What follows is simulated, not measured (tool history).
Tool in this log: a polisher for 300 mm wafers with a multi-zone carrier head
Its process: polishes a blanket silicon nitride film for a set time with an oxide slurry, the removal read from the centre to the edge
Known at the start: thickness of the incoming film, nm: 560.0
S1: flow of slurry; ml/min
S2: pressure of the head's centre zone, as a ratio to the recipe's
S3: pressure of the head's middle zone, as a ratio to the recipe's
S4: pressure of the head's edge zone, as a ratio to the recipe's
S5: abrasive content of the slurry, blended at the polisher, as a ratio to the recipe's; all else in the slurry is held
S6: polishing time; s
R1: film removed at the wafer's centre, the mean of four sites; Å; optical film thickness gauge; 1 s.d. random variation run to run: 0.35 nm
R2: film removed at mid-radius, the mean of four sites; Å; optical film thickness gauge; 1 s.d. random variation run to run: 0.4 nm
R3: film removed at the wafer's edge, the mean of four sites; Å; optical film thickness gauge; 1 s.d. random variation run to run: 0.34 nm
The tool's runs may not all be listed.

run    day   S1    S2    S3    S4    S5  S6      R1      R2      R3
  1  0.000  255  1.00  1.00  1.00  1.00  76  474.26  487.15  467.86
  2  0.212  290  1.00  1.00  1.00  1.00  76  478.39  477.81  482.75
  3  0.517  285  1.00  0.99  0.99  0.95  74  437.89  456.83  443.05
  4  0.562  285  1.01  0.97  0.99  0.90  72  426.67  417.26  420.70
  5  0.604  280  1.00  0.96  0.97  0.85  71  401.10  382.97  395.78
  6  0.725  280  1.00  0.96  0.92  0.85  71  402.92  403.46  387.89
  7  1.067  280  1.00  0.96  0.92  0.85  71  400.71  395.29  379.92
  8  1.383  280  0.99  0.95  0.91  0.80  71  378.22  381.26  365.91
  9  1.662  280  1.00  0.89  0.84  0.55  62  245.86  222.95  226.01
 10  1.700  280  1.00  0.90  0.85  0.55  62  240.50  231.37  227.52

Estimate the outcome of run 11 from the log above:
     2.067  -- worn pad replaced by a new one
 11  2.067  280  1.01  0.91  0.86  0.55  62   ?   ?   ?

{"run 11": {"R1": 287.28, "R2": 268.69, "R3": 262.11}}

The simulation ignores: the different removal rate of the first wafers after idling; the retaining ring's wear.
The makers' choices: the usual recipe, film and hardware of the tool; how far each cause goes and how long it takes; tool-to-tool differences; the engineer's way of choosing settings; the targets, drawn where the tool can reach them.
